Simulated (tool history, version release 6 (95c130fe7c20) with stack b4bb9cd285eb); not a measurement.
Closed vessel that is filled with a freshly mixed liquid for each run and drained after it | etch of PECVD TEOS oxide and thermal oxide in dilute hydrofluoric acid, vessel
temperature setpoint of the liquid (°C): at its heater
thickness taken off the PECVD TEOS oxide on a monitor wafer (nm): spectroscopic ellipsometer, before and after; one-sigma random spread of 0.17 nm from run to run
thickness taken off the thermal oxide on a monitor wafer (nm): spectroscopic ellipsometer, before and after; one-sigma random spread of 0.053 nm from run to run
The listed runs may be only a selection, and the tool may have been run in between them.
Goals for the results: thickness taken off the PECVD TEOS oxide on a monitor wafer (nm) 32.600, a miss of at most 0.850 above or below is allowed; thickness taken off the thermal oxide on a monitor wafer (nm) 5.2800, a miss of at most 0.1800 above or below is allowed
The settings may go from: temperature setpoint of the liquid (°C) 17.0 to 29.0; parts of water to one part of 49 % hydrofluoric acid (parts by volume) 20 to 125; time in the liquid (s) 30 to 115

run  hour  temperature setpoint of the liquid (°C)  parts of water to one part of 49 % hydrofluoric acid (parts by volume)  time in the liquid (s)  thickness taken off the PECVD TEOS oxide on a monitor wafer (nm)  thickness taken off the thermal oxide on a monitor wafer (nm)
  1   0.0                                     21.0                                                                      70                      60                                                            23.202                                                         3.7131
  2   3.3                                     22.5                                                                      70                      60                                                            24.884                                                         3.9672
  3   8.2                                     24.0                                                                      70                      60                                                            26.142                                                         4.2700
  4  11.7                                     24.5                                                                      70                      60                                                            26.940                                                         4.3434
  5  16.2                                     25.5                                                                      70                      60                                                            27.724                                                         4.5944
  6  20.0                                     25.5                                                                      50                      60                                                            40.176                                                         6.4315
  7  29.0                                     24.5                                                                      50                      60                                                            38.449                                                         6.2718
  8  35.0                                     24.5                                                                      50                      60                                                            38.531                                                         6.1609
  9  36.8                                     24.0                                                                      50                      60                                                            37.574                                                         6.2529
 10  38.5                                     23.5                                                                      50                      60                                                            37.057                                                         6.0506

Exercise: of the 5 proposed moves below, exactly one satisfies all targets within the stated allowed misses. Which move is it?
  A  40.2                                     23.5                                                                      45                      50                                                                 ?                                                              ?
  B  40.2                                     22.5                                                                      50                      55                                                                 ?                                                              ?
  C  40.2                                     26.5                                                                      55                      55                                                                 ?                                                              ?
  D  40.2                                     23.0                                                                     105                     115                                                                 ?                                                              ?
  E  40.2                                     23.0                                                                      55                      65                                                                 ?                                                              ?

move  thickness taken off the PECVD TEOS oxide on a monitor wafer (nm)  thickness taken off the thermal oxide on a monitor wafer (nm)
   A                                                            34.403                                                         5.4777
   B                                                            32.461                                                         5.1685
   C                                                            34.525                                                         5.4971
   D                                                            30.820                                                         4.9072
   E                                                            35.379                                                         5.6331
A: closer than the last run, but not yet in spec
B: every result within its allowed miss
C: closer than the last run, but not yet in spec
D: the result that was furthest off in the last run now lies on the other side of its target
E: closer than the last run, but not yet in spec
B is the move that brings every result within its allowed miss.

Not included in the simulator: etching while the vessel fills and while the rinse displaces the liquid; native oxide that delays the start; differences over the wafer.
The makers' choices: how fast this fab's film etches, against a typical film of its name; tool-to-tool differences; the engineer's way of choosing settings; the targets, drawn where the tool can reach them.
